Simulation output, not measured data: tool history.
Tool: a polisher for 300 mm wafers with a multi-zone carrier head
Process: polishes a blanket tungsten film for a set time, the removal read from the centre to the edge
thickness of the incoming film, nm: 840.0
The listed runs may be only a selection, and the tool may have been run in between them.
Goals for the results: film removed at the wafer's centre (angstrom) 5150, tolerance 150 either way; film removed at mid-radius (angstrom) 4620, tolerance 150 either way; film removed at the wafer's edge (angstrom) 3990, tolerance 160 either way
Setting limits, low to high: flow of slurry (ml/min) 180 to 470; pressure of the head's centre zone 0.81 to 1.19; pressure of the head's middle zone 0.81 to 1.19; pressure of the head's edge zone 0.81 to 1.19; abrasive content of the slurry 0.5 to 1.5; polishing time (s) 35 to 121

run,hour,flow of slurry (ml/min),pressure of the head's centre zone,pressure of the head's middle zone,pressure of the head's edge zone,abrasive content of the slurry,polishing time (s),film removed at the wafer's centre (angstrom),film removed at mid-radius (angstrom),film removed at the wafer's edge (angstrom)
1,0,300,1,1,1,1,78,3500.5,3294.2,3279
2,6.9,300,1,1,1,0.9,78,3358.6,3222.3,3174.2
3,15.2,300,1,0.91,1,0.9,78,3390.7,3015.2,3177.9
4,16.7,315,1.04,0.98,0.98,1.05,80,3745.7,3445.4,3447.9
5,18.2,315,1.01,0.98,0.98,1.05,80,3621.8,3412.4,3389.5
6,25.6,315,0.97,0.98,0.98,1.05,80,3488.5,3427.8,3476
7,27.3,365,1.07,1.08,1.05,1.3,87,4403.8,4291.9,4058.9
8,35.5,370,1.1,1.09,1.02,1.3,87,4611.1,4335.6,4055.6
9,43.7,370,1.1,1.09,1.02,1.3,87,4626.4,4289,3996.9
10,52.3,375,1.12,1.11,1.01,1.3,87,4657.7,4396.5,4027.9

Which single option among these 5 for the next run brings every result within its allowed miss of target? Just one does.
A,60.9,370,0.99,1.01,1.07,1.3,89,?,?,?
B,60.9,330,1.19,1.15,0.95,1.4,88,?,?,?
C,60.9,365,1.04,1.11,1,1.3,85,?,?,?
D,60.9,405,1.01,1.02,1.1,1.35,83,?,?,?
E,60.9,355,0.97,1.15,1.05,1.3,88,?,?,?

move,film removed at the wafer's centre (angstrom),film removed at mid-radius (angstrom),film removed at the wafer's edge (angstrom)
A,4255.2,4149.1,4176.9
B,5130,4637.8,3948.3
C,4270.1,4290.3,3852.1
D,4113.2,3960.5,4004.2
E,4114.8,4572.9,4076.4
A: its largest miss is bigger than the last run's
B: each result inside its tolerance
C: its largest miss is bigger than the last run's
D: its largest miss is bigger than the last run's
E: its largest miss is bigger than the last run's
Go with B: it meets all targets.
